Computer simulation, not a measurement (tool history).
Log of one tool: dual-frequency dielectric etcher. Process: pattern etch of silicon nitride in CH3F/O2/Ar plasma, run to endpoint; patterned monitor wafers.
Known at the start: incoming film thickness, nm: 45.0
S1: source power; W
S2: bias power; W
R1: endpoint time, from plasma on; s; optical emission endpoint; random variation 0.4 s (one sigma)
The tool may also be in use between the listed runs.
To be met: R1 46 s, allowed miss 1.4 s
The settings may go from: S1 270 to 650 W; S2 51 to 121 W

run	hour	S1	S2	R1
1	0	460	86	54.162
2	6.3	480	87	53.22
3	10.8	480	77	55.593
4	17	520	77	53.621
5	25.4	530	79	52.922
6	34	460	79	56.392
7	38.3	480	81	55.554
8	42.5	500	82	53.017
9	48.2	510	83	52.256
10	53.8	520	84	52.233
11	57.7	530	85	51.796
12	60	540	86	50.459

4 next moves are on the table. One of them brings every result within its allowed miss. Which?
A	62.3	580	104	?
B	62.3	560	85	?
C	62.3	500	67	?
D	62.3	450	81	?

move	R1
A	46.018
B	50.246
C	57.275
D	55.978
A: meets every target
B: as far off as the last run
C: further off than the last run
D: further off than the last run
Answer: A

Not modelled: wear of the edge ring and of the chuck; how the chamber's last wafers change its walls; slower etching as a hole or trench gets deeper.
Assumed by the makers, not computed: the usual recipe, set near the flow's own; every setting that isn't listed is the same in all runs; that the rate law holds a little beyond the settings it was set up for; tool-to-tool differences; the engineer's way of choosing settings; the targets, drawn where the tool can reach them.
